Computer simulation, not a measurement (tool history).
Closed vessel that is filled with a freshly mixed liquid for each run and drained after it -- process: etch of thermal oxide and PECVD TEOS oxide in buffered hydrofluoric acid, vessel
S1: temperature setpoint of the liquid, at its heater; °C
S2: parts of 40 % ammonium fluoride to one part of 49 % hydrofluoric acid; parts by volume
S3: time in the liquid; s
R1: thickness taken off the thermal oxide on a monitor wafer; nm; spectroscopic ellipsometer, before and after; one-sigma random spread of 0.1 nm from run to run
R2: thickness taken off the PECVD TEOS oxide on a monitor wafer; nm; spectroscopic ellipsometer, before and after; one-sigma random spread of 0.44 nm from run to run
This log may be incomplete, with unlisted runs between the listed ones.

run  hour    S1  S2  S3      R1      R2
  1   0.0  23.0  19  60  37.459  56.854
  2   7.6  26.5  19  60  44.870  68.334
  3  11.2  24.5  19  60  40.469  62.357
  4  14.0  27.0  19  60  46.485  72.069
  5  21.3  25.5  19  60  42.884  66.191
  6  22.8  25.5  19  40  28.371  43.702

Forecast run 7:
  7  27.9  26.0  19  40   ?   ?

R1: 29.170 nm
R2: 44.406 nm
